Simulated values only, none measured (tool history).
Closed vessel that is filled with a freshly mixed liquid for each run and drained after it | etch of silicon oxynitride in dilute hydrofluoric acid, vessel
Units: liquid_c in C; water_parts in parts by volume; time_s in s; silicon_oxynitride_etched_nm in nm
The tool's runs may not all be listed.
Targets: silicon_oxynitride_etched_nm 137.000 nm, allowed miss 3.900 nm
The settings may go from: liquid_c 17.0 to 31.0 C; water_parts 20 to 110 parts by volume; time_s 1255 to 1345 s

run,day,liquid_c,water_parts,time_s,silicon_oxynitride_etched_nm
1,0.000,23.0,60,1255,79.780
2,0.067,23.0,60,1345,85.700
3,0.138,24.5,60,1345,91.716
4,0.421,26.5,60,1345,101.680
5,0.658,27.5,60,1345,106.340
6,0.812,28.5,60,1345,110.500
7,0.854,28.5,60,1345,110.900
8,0.975,29.0,60,1345,112.910
9,1.250,29.5,60,1345,115.360
10,1.462,30.0,60,1345,118.670
11,1.683,30.5,60,1345,121.570

Which of these 4 next moves meets every target?
A,1.904,30.0,55,1305,?
B,1.904,28.5,60,1325,?
C,1.904,28.5,60,1340,?
D,1.904,31.0,55,1335,?

move,silicon_oxynitride_etched_nm
A,128.430
B,110.900
C,112.160
D,137.600
A: nearer than the last run, and not there yet
B: further off than the last run
C: further off than the last run
D: meets every target
Answer: D

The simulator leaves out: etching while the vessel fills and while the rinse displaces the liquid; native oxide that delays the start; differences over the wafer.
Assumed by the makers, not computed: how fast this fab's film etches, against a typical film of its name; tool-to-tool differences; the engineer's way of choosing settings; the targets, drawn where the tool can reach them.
